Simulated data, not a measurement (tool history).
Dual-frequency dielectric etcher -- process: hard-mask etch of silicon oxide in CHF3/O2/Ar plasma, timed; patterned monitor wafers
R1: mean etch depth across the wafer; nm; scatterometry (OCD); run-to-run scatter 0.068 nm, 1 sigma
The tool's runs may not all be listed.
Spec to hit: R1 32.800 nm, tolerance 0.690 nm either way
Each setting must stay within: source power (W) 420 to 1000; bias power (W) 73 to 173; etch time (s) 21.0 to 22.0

run 1 hour=0.0 | source_power_(W)=710 bias_power_(W)=123 etch_time_(s)=21.0 | R1=38.090
run 2 hour=8.2 | source_power_(W)=660 bias_power_(W)=121 etch_time_(s)=21.0 | R1=36.653
run 3 hour=15.0 | source_power_(W)=620 bias_power_(W)=120 etch_time_(s)=21.0 | R1=35.795
run 4 hour=19.9 | source_power_(W)=590 bias_power_(W)=119 etch_time_(s)=21.0 | R1=34.851
run 5 hour=24.9 | source_power_(W)=660 bias_power_(W)=119 etch_time_(s)=21.0 | R1=36.636
run 6 hour=30.8 | source_power_(W)=660 bias_power_(W)=119 etch_time_(s)=21.0 | R1=36.649
run 7 hour=38.4 | source_power_(W)=630 bias_power_(W)=118 etch_time_(s)=21.0 | R1=35.857
run 8 hour=46.6 | source_power_(W)=600 bias_power_(W)=117 etch_time_(s)=21.0 | R1=35.162
run 9 hour=50.2 | source_power_(W)=470 bias_power_(W)=112 etch_time_(s)=21.0 | R1=31.430
run 10 hour=58.5 | source_power_(W)=480 bias_power_(W)=112 etch_time_(s)=21.0 | R1=31.684
run 11 hour=63.7 | source_power_(W)=490 bias_power_(W)=112 etch_time_(s)=21.0 | R1=31.932

Which one of the following 5 next-run settings gets every result inside its allowed miss? There is exactly one.
run A hour=68.9 | source_power_(W)=480 bias_power_(W)=114 etch_time_(s)=21.5 | R1=?
run B hour=68.9 | source_power_(W)=460 bias_power_(W)=105 etch_time_(s)=21.0 | R1=?
run C hour=68.9 | source_power_(W)=430 bias_power_(W)=115 etch_time_(s)=21.5 | R1=?
run D hour=68.9 | source_power_(W)=470 bias_power_(W)=94 etch_time_(s)=22.0 | R1=?
run E hour=68.9 | source_power_(W)=440 bias_power_(W)=116 etch_time_(s)=21.0 | R1=?

move=A R1=32.554
move=B R1=30.376
move=C R1=31.312
move=D R1=30.858
move=E R1=30.950
A: meets every target
B: further off than the last run
C: further off than the last run
D: further off than the last run
E: further off than the last run
The move that meets every target is A.
